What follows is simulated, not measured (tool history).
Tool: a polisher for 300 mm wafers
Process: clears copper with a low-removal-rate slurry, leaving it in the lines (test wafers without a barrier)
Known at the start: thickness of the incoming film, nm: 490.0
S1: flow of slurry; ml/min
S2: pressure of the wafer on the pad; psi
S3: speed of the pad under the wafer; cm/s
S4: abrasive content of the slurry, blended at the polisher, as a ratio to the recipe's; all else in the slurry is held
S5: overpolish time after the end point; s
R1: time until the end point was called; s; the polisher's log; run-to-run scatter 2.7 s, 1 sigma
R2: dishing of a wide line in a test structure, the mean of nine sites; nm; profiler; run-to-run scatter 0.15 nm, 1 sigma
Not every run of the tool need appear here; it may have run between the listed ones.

run  hour   S1   S2   S3  S4  S5      R1      R2
  1     0  160  2.7  108   1  25  171.62   12.81
  2   7.1  160  3.2  108   1  25  144.83  12.955
  3  13.6  195  3.2  108   1  25  139.62  12.698
  4    21  195  2.8  108   1  25  160.01   12.59
  5  28.3  155  2.8  108   1  25   165.7  12.521
  6  36.2  155  2.7  108   1  23  174.62  12.554
  7  44.8  150  2.1  106   1  11  225.47   9.982
  8  50.6  150  2.1  106   1  13  223.62  10.291

Run 9 is up next; what results do you expect?
  9  59.5  150  2.1  106   1  14   ?   ?

R1: 226.18 s
R2: 10.87 nm
